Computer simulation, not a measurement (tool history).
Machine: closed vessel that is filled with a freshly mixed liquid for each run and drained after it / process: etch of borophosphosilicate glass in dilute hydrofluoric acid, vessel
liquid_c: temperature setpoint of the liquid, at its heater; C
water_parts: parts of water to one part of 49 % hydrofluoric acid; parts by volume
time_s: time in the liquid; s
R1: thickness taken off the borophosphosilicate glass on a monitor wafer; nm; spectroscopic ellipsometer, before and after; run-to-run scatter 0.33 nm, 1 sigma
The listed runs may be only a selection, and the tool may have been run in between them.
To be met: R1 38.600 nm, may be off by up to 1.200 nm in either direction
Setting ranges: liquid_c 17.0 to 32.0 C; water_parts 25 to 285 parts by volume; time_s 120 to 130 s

Run 1, hour 0.0: liquid_c 24.0 C, water_parts 155 parts by volume, time_s 120 s. Result: R1 26.152 nm.
Run 2, hour 3.4: liquid_c 26.0 C, water_parts 155 parts by volume, time_s 120 s. Result: R1 28.304 nm.
Run 3, hour 8.2: liquid_c 27.5 C, water_parts 150 parts by volume, time_s 120 s. Result: R1 31.224 nm.
Run 4, hour 11.1: liquid_c 27.5 C, water_parts 150 parts by volume, time_s 130 s. Result: R1 33.576 nm.
Run 5, hour 16.3: liquid_c 28.5 C, water_parts 150 parts by volume, time_s 130 s. Result: R1 34.674 nm.
Run 6, hour 20.8: liquid_c 28.5 C, water_parts 195 parts by volume, time_s 130 s. Result: R1 25.117 nm.
Run 7, hour 22.8: liquid_c 29.5 C, water_parts 180 parts by volume, time_s 130 s. Result: R1 29.139 nm.
At hour 31.6: thermometer replaced.
Run 8, hour 31.6: liquid_c 30.0 C, water_parts 170 parts by volume, time_s 130 s. Result: R1 33.006 nm.
Run 9, hour 34.0: liquid_c 30.5 C, water_parts 165 parts by volume, time_s 130 s. Result: R1 35.426 nm.
Run 10, hour 38.2: liquid_c 31.0 C, water_parts 165 parts by volume, time_s 130 s. Result: R1 34.926 nm.
Run 11, hour 47.0: liquid_c 31.5 C, water_parts 165 parts by volume, time_s 130 s. Result: R1 35.852 nm.

4 candidate next runs follow, results not yet known. Just one meets every target within its allowed miss. Identify it.
Run A, hour 55.8: liquid_c 31.0 C, water_parts 165 parts by volume, time_s 120 s. Result: R1 ?.
Run B, hour 55.8: liquid_c 32.0 C, water_parts 160 parts by volume, time_s 130 s. Result: R1 ?.
Run C, hour 55.8: liquid_c 32.0 C, water_parts 170 parts by volume, time_s 125 s. Result: R1 ?.
Run D, hour 55.8: liquid_c 32.0 C, water_parts 150 parts by volume, time_s 130 s. Result: R1 ?.

move      R1
   A  32.930
   B  38.354
   C  34.248
   D  41.471
A: its largest miss is bigger than the last run's
B: all results in spec
C: its largest miss is bigger than the last run's
D: the result that was furthest off in the last run now lies on the other side of its target
Correct choice: B, which meets every target

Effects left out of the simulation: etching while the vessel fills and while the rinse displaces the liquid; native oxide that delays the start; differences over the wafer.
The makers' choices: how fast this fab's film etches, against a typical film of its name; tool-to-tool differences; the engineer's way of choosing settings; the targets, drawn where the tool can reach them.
